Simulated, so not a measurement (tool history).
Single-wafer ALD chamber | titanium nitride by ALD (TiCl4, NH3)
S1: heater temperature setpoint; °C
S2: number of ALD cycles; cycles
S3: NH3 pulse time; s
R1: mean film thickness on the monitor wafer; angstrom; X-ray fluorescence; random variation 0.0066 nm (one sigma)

run  hour   S1   S2    S3      R1
  1   0.0  395  101  2.13  21.103
  2   9.0  391  101  1.91  20.987
  3  16.0  391  101  2.28  21.263
  4  18.0  391  101  2.04  21.121
  5  18.7  397  101  2.04  21.114
  6  19.8  405  101  2.04  21.187
  7  20.3  400  101  1.84  21.086
  8  28.3  395  101  1.67  20.596
  9  33.7  393  101  1.53  20.505
 10  37.0  381  101  0.85  16.673
 11  38.8  384  101  0.85  16.945
 12  41.2  384  101  0.85  17.077
 13  46.9  387  101  0.85  17.093

Run 14 comes next. What will it give?
 14  52.6  390  101  0.86   ?

Run 14 gave R1 17.466 angstrom.

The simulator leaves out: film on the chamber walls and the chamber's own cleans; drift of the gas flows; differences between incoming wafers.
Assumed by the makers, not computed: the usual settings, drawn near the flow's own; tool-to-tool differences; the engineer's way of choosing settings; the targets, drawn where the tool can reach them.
